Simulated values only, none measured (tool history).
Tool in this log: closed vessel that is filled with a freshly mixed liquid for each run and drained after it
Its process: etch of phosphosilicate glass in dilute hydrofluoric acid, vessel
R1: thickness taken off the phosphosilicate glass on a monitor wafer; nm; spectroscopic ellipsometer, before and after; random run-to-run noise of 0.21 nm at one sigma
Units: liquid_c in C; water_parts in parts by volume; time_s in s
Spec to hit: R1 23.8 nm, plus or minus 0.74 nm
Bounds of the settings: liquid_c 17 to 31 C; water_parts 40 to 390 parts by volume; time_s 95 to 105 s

Run 1, hour 0: liquid_c 23 C, water_parts 215 parts by volume, time_s 95 s. Result: R1 37.624 nm.
Run 2, hour 8.7: liquid_c 25.5 C, water_parts 215 parts by volume, time_s 95 s. Result: R1 41.912 nm.
Run 3, hour 15.4: liquid_c 25.5 C, water_parts 175 parts by volume, time_s 95 s. Result: R1 53.12 nm.
Run 4, hour 15.9: liquid_c 25.5 C, water_parts 130 parts by volume, time_s 95 s. Result: R1 77.045 nm.
Run 5, hour 19.8: liquid_c 25.5 C, water_parts 205 parts by volume, time_s 95 s. Result: R1 44.042 nm.
At hour 26.3: thermometer replaced.
Run 6, hour 26.3: liquid_c 24 C, water_parts 215 parts by volume, time_s 95 s. Result: R1 42.075 nm.
Run 7, hour 28: liquid_c 23 C, water_parts 230 parts by volume, time_s 95 s. Result: R1 37.421 nm.
Run 8, hour 35.4: liquid_c 22.5 C, water_parts 245 parts by volume, time_s 95 s. Result: R1 33.752 nm.

5 next moves are on the table. One of them brings every result within its allowed miss. Which?
Run A, hour 42.8: liquid_c 25.5 C, water_parts 310 parts by volume, time_s 95 s. Result: R1 ?.
Run B, hour 42.8: liquid_c 18.5 C, water_parts 215 parts by volume, time_s 105 s. Result: R1 ?.
Run C, hour 42.8: liquid_c 22.5 C, water_parts 215 parts by volume, time_s 105 s. Result: R1 ?.
Run D, hour 42.8: liquid_c 23.5 C, water_parts 330 parts by volume, time_s 95 s. Result: R1 ?.
Run E, hour 42.8: liquid_c 26.5 C, water_parts 210 parts by volume, time_s 100 s. Result: R1 ?.

move      R1
   A  27.815
   B  37.655
   C  43.848
   D  23.939
   E  49.733
A: better than the last run, though not everything is in spec
B: moves away from the targets compared with the last run
C: moves away from the targets compared with the last run
D: each result inside its tolerance
E: moves away from the targets compared with the last run
Go with D: it meets all targets.
